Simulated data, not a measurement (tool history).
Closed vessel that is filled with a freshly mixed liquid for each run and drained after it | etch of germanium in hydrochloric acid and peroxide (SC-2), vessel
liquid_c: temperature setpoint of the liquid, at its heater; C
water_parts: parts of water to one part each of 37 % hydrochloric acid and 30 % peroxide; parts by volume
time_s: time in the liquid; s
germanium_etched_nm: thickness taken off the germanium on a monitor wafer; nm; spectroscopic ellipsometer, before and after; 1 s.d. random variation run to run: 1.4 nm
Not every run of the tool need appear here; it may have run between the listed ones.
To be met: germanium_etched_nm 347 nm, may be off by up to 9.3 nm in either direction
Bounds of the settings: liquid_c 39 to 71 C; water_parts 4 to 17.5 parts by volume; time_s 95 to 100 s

run,day,liquid_c,water_parts,time_s,germanium_etched_nm
1,0,55,9.5,95,257.76
2,0.083,56,9.5,95,263.81
3,0.112,57,9.5,95,272.68
4,0.304,53.5,9.5,95,243.79
5,0.6,55,9.5,95,256.98
6,0.675,55,11,95,252.82
# day 0.996: thermometer replaced
7,0.996,56.5,11,95,284.81
8,1.338,57,11,95,286.6
9,1.483,57.5,11,95,290.57
10,1.575,58,11,95,296.86
11,1.8,58.5,11,95,299.57

Which single option among these 5 for the next run brings every result within its allowed miss of target? Just one does.
A,2.025,65.5,10.5,95,?
B,2.025,62.5,14,100,?
C,2.025,59,12,100,?
D,2.025,54.5,12,95,?
E,2.025,52.5,8.5,95,?

move,germanium_etched_nm
A,367.83
B,341.33
C,315.69
D,262.31
E,255.44
A: carries the result that was furthest off beyond its target, to the other side
B: each result inside its tolerance
C: gains on the last run, yet a result remains outside its allowed miss
D: lands further from the targets than the last run did
E: lands further from the targets than the last run did
Answer: B
